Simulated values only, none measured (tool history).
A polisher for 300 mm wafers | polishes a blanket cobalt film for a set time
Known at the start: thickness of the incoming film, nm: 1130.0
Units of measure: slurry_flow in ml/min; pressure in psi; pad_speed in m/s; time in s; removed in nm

{"run": 1, "hour": 0.0, "slurry_flow": 160, "pressure": 1.5, "pad_speed": 1.04, "time": 39, "removed": 159.41}
{"run": 2, "hour": 6.0, "slurry_flow": 130, "pressure": 1.5, "pad_speed": 1.04, "time": 39, "removed": 153.68}
{"run": 3, "hour": 7.9, "slurry_flow": 135, "pressure": 1.6, "pad_speed": 1.04, "time": 39, "removed": 167.03}
{"run": 4, "hour": 10.5, "slurry_flow": 135, "pressure": 1.6, "pad_speed": 1.28, "time": 39, "removed": 197.92}
{"run": 5, "hour": 18.1, "slurry_flow": 140, "pressure": 1.7, "pad_speed": 1.28, "time": 39, "removed": 206.2}
{"run": 6, "hour": 23.3, "slurry_flow": 140, "pressure": 1.8, "pad_speed": 1.28, "time": 39, "removed": 215.75}
{"run": 7, "hour": 23.9, "slurry_flow": 140, "pressure": 1.9, "pad_speed": 1.28, "time": 39, "removed": 235.6}

Estimate the outcome of run 8 from the log above:
{"run": 8, "hour": 25.8, "slurry_flow": 145, "pressure": 2.0, "pad_speed": 1.28, "time": 39, "removed": "?"}

removed: 243.89 nm
